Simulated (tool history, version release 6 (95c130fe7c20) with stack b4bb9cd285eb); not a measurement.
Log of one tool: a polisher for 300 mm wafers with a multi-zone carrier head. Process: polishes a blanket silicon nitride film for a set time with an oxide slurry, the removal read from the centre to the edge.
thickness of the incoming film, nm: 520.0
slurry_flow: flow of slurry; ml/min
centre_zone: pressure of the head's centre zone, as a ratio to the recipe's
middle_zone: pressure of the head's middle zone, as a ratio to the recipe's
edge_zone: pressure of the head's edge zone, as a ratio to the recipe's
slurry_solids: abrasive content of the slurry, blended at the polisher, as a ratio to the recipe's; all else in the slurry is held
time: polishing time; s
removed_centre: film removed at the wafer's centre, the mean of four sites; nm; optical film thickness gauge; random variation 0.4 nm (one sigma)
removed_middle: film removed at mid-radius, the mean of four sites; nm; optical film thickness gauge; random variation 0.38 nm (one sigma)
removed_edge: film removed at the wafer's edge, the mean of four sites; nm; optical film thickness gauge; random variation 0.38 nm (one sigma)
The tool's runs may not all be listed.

Run 1, hour 0: slurry_flow 245 ml/min, centre_zone 1, middle_zone 1, edge_zone 1, slurry_solids 1, time 71 s. Result: removed_centre 59.623 nm, removed_middle 59.318 nm, removed_edge 58.642 nm.
Run 2, hour 2.3: slurry_flow 235 ml/min, centre_zone 1.01, middle_zone 0.94, edge_zone 1.01, slurry_solids 0.85, time 65 s. Result: removed_centre 51.896 nm, removed_middle 48.307 nm, removed_edge 50.249 nm.
Run 3, hour 7.9: slurry_flow 235 ml/min, centre_zone 1.01, middle_zone 0.94, edge_zone 0.93, slurry_solids 0.85, time 65 s. Result: removed_centre 51.805 nm, removed_middle 48.322 nm, removed_edge 48.726 nm.
Run 4, hour 10.1: slurry_flow 235 ml/min, centre_zone 0.94, middle_zone 0.94, edge_zone 0.93, slurry_solids 0.85, time 65 s. Result: removed_centre 48.78 nm, removed_middle 48.85 nm, removed_edge 47.772 nm.
Run 5, hour 17.5: slurry_flow 235 ml/min, centre_zone 0.94, middle_zone 0.89, edge_zone 0.93, slurry_solids 0.85, time 65 s. Result: removed_centre 47.801 nm, removed_middle 45.644 nm, removed_edge 47.769 nm.
Run 6, hour 23.6: slurry_flow 235 ml/min, centre_zone 0.94, middle_zone 0.81, edge_zone 0.93, slurry_solids 0.85, time 65 s. Result: removed_centre 46.494 nm, removed_middle 42.811 nm, removed_edge 47.992 nm.
Run 7, hour 29.6: slurry_flow 225 ml/min, centre_zone 0.98, middle_zone 0.81, edge_zone 0.96, slurry_solids 0.75, time 61 s. Result: removed_centre 43.098 nm, removed_middle 37.683 nm, removed_edge 43.065 nm.

The next listed run, before its measurement:
Run 8, hour 30.3: slurry_flow 225 ml/min, centre_zone 0.98, middle_zone 0.81, edge_zone 0.96, slurry_solids 0.75, time 61 s. Result: removed_centre ?, removed_middle ?, removed_edge ?.

removed_centre: 43.389 nm
removed_middle: 36.626 nm
removed_edge: 42.225 nm
